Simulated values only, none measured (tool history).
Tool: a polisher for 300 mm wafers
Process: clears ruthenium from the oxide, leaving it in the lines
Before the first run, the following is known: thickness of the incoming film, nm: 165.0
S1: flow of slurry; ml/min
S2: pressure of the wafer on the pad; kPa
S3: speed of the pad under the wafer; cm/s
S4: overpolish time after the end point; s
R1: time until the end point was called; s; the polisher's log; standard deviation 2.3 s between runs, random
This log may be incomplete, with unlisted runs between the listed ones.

{"run": 1, "hour": 0.0, "S1": 255, "S2": 15.9, "S3": 90, "S4": 8, "R1": 151.12}
{"run": 2, "hour": 1.1, "S1": 255, "S2": 15.9, "S3": 74, "S4": 8, "R1": 185.7}
{"run": 3, "hour": 9.6, "S1": 255, "S2": 17.2, "S3": 76, "S4": 8, "R1": 173.2}
{"run": 4, "hour": 17.1, "S1": 195, "S2": 17.2, "S3": 76, "S4": 8, "R1": 169.73}
{"run": 5, "hour": 23.8, "S1": 195, "S2": 17.2, "S3": 62, "S4": 8, "R1": 213.29}
{"run": 6, "hour": 32.0, "S1": 195, "S2": 19.3, "S3": 66, "S4": 8, "R1": 179.48}
{"run": 7, "hour": 35.4, "S1": 195, "S2": 20.7, "S3": 68, "S4": 8, "R1": 165.37}

Estimate the outcome of run 8 from the log above:
{"run": 8, "hour": 36.0, "S1": 195, "S2": 21.4, "S3": 70, "S4": 8, "R1": "?"}

{"run 8": {"R1": 154.41}}
